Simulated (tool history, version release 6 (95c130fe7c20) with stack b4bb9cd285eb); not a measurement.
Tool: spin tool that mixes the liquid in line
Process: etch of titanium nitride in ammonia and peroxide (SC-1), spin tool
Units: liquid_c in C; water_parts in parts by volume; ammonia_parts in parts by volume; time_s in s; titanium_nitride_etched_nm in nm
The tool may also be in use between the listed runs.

run,hour,liquid_c,water_parts,ammonia_parts,time_s,titanium_nitride_etched_nm
1,0.0,62.0,13.5,0.45,305,23.960
2,4.0,68.0,13.5,0.45,305,34.989
3,12.1,64.0,13.5,0.45,305,27.188
4,16.4,64.0,11.5,0.45,305,29.755
5,23.1,61.0,11.5,0.45,305,24.622
6,28.8,67.0,11.5,0.45,305,35.782
7,36.2,63.0,11.5,0.45,305,27.518
8,37.3,60.0,11.5,0.45,305,23.035
9,45.2,58.0,11.5,0.45,305,19.773

The next listed run, before its measurement:
10,49.8,56.5,11.5,0.45,305,?

{"run 10": {"titanium_nitride_etched_nm": 18.21}}
